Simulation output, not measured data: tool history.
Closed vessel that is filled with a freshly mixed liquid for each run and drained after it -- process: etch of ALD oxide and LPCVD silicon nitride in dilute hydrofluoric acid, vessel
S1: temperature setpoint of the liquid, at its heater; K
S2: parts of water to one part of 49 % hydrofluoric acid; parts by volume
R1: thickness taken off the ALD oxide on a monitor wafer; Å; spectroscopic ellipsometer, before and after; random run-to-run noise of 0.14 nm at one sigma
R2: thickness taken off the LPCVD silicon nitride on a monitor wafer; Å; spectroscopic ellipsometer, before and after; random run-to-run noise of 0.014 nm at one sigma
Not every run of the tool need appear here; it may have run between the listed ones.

run 1 hour=0.0 | S1=295.15 S2=220 time_in_the_liquid_(s)=575 | R1=361.26 R2=9.3971
run 2 hour=7.8 | S1=296.15 S2=280 time_in_the_liquid_(s)=595 | R1=287.71 R2=8.8113
run 3 hour=10.5 | S1=295.65 S2=315 time_in_the_liquid_(s)=615 | R1=250.20 R2=7.6660
run 4 hour=14.5 | S1=292.65 S2=315 time_in_the_liquid_(s)=615 | R1=225.22 R2=6.4677
run 5 hour=21.9 | S1=290.15 S2=315 time_in_the_liquid_(s)=615 | R1=208.26 R2=5.5501
run 6 hour=23.8 | S1=290.15 S2=315 time_in_the_liquid_(s)=615 | R1=206.31 R2=5.4573
run 7 hour=26.8 | S1=290.15 S2=315 time_in_the_liquid_(s)=615 | R1=209.23 R2=5.5194
run 8 hour=34.0 | S1=292.15 S2=345 time_in_the_liquid_(s)=625 | R1=198.82 R2=5.7074
run 9 hour=37.3 | S1=293.65 S2=360 time_in_the_liquid_(s)=615 | R1=197.55 R2=5.9729

Run 10 is up next; what results do you expect?
run 10 hour=46.6 | S1=294.65 S2=370 time_in_the_liquid_(s)=595 | R1=? R2=?

R1: 193.18 Å
R2: 5.8858 Å
